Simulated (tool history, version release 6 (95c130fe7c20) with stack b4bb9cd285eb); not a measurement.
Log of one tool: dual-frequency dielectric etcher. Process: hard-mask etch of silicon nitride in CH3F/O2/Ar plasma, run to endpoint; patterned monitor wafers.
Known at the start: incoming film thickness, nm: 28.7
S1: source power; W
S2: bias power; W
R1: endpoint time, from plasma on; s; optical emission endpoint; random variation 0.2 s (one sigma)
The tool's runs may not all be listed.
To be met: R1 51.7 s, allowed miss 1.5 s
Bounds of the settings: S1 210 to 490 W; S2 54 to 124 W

run    day   S1  S2      R1
  1      0  350  89  44.577
  2  0.338  350  78  47.243
  3  0.483  350  93  43.807
  4  0.671  340  92  44.489
  5  0.746  330  91  44.917
  6  0.925  320  89  46.274
  7  1.071  310  88   46.51
  8  1.321  240  75  53.724

4 next moves are on the table. One of them brings every result within its allowed miss. Which?
  A  1.571  260  65   ?
  B  1.571  280  73   ?
  C  1.571  220  75   ?
  D  1.571  230  68   ?

move      R1
   A  55.586
   B  51.894
   C  55.275
   D   56.71
A: further off than the last run
B: meets every target
C: further off than the last run
D: further off than the last run
Answer: B
